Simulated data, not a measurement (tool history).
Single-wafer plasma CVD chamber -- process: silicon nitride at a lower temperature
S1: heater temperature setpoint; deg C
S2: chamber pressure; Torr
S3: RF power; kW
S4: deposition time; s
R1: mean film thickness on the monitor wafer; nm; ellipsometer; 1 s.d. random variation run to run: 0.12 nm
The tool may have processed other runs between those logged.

| run | day | S1 | S2 | S3 | S4 | R1 |
|---|---|---|---|---|---|---|
| 1 | 0.000 | 345 | 1.24 | 0.310 | 18.2 | 21.201 |
| 2 | 0.288 | 345 | 1.39 | 0.310 | 18.2 | 22.421 |
| 3 | 0.642 | 345 | 1.39 | 0.310 | 17.4 | 21.313 |
| 4 | 0.792 | 345 | 1.42 | 0.315 | 17.4 | 21.614 |
| 5 | 0.892 | 345 | 1.42 | 0.315 | 18.2 | 22.648 |
| 6 | 1.196 | 345 | 1.45 | 0.315 | 18.2 | 22.643 |

Run 7 has not been measured yet. What should we expect?
| 7 | 1.542 | 345 | 1.48 | 0.320 | 18.2 | ? |

{"run 7": {"R1": 23.451}}
